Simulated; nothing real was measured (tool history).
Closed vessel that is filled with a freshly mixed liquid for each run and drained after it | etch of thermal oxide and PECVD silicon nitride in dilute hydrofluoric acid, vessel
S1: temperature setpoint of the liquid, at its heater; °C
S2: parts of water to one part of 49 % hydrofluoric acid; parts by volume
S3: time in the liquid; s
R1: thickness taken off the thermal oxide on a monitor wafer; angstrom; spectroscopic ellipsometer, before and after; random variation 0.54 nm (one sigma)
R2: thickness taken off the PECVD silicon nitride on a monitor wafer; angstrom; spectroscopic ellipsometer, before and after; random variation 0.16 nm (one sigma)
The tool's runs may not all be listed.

run  hour    S1  S2   S3      R1       R2
  1   0.0  20.0  85  455  232.55   80.373
  2   6.6  18.0  85  455  213.46   68.226
  3   8.6  18.0  80  480  237.86   77.887
  4  10.3  18.0  75  500  265.50   86.288
  5  16.6  18.0  70  520  300.73   95.145
  6  20.0  18.0  70  405  234.99   74.926
  7  28.5  18.0  65  430  266.24   84.475
  8  29.5  18.0  60  455  304.03   99.058
  9  33.4  18.0  60  455  304.03   97.589
     39.7  -- thermometer replaced
 10  39.7  18.0  55  475  319.81   95.469
 11  41.2  18.5  50  495  377.57  112.900
 12  44.2  18.5  50  495  381.46  112.410
 13  52.6  19.0  45  495  431.20  127.530
 14  61.5  19.5  40  490  499.37  148.130
 15  66.7  19.5  40  485  492.09  148.610

The next listed run, before its measurement:
 16  75.1  19.5  40  485   ?   ?

{"run 16": {"R1": 497.43, "R2": 147.52}}
